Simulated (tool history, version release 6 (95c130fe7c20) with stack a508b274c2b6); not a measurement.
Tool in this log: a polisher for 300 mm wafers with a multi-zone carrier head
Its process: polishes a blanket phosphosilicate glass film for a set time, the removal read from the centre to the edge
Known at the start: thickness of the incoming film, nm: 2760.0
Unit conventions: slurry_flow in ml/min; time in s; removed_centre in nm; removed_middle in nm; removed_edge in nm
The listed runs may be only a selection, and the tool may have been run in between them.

run    day  slurry_flow  centre_zone  middle_zone  edge_zone  slurry_solids  time  removed_centre  removed_middle  removed_edge
  1      0          275            1            1          1              1    37          463.61          479.72         468.9
  2  0.262          275            1         1.07          1              1    37          474.07          514.77        465.07
  3  0.358          275            1         1.07          1           1.15    37          490.75          524.96        492.27
  4  0.721          290         1.02         1.06       1.05            1.2    37           508.5          540.65        488.77
  5    0.8          290         1.02         1.06       1.05            1.2    33          450.92           478.3        450.34
  6   1.05          270         1.02         1.02       1.04            1.3    35          488.52          497.75        478.53

What will run 7 give?
  7  1.204          260         1.01         0.98       1.04           1.35    37               ?               ?             ?

Run 7 produced removed_centre 510.33 nm, removed_middle 516.21 nm, removed_edge 513.26 nm.
